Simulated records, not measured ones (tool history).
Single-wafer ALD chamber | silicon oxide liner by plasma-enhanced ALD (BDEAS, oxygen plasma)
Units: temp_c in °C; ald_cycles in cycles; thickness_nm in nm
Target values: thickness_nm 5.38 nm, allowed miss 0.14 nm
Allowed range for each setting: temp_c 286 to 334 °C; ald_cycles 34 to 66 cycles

run  hour  temp_c  ald_cycles  thickness_nm
  1     0     310          50        4.3826
  2   2.4     310          52        4.5708
  3   9.7     310          54        4.7629
  4  17.6     314          54        4.7107
  5  23.6     322          54        4.6877
  6  29.8     333          54        4.5805
  7  33.7     333          56        4.7455
  8  42.4     333          57        4.8228

Exercise: of the 4 proposed moves below, exactly one satisfies all targets within the stated allowed misses. Which move is it?
  A  51.1     320          62             ?
  B  51.1     331          66             ?
  C  51.1     329          66             ?
  D  51.1     332          66             ?

move  thickness_nm
   A        5.3925
   B        5.6367
   C        5.6555
   D        5.6273
A: hits every target within its allowed miss
B: carries the result that was furthest off beyond its target, to the other side
C: carries the result that was furthest off beyond its target, to the other side
D: carries the result that was furthest off beyond its target, to the other side
Go with A: it meets all targets.
